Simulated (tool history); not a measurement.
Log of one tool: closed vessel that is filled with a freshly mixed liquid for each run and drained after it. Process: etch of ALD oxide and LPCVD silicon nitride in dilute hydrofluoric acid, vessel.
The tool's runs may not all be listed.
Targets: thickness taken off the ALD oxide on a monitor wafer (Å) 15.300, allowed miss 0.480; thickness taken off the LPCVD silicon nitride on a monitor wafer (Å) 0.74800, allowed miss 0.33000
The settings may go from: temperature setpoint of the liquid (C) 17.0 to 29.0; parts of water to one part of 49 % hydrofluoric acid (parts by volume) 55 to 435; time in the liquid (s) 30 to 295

run,hour,temperature setpoint of the liquid (C),parts of water to one part of 49 % hydrofluoric acid (parts by volume),time in the liquid (s),thickness taken off the ALD oxide on a monitor wafer (Å),thickness taken off the LPCVD silicon nitride on a monitor wafer (Å)
1,0.0,21.0,245,150,48.967,3.04270
2,2.5,17.5,245,150,42.607,2.23830
3,6.9,17.0,245,150,41.306,1.88890
4,10.0,17.0,325,150,29.368,1.42460
5,18.8,17.0,350,145,25.812,1.33850
6,22.2,20.5,350,145,29.558,1.63350
7,24.5,19.5,370,140,25.670,1.60500
8,32.2,19.0,385,135,22.675,1.43870

Which of these 5 next moves meets every target?
A,39.9,20.5,310,185,?,?
B,39.9,22.5,305,145,?,?
C,39.9,24.0,340,80,?,?
D,39.9,28.0,335,125,?,?
E,39.9,18.0,405,100,?,?

move,thickness taken off the ALD oxide on a monitor wafer (Å),thickness taken off the LPCVD silicon nitride on a monitor wafer (Å)
A,43.740,2.25270
B,37.595,2.03240
C,18.965,1.10400
D,34.503,2.21740
E,15.279,0.80496
A: further off than the last run
B: further off than the last run
C: nearer than the last run, and not there yet
D: further off than the last run
E: meets every target
The right move is E.
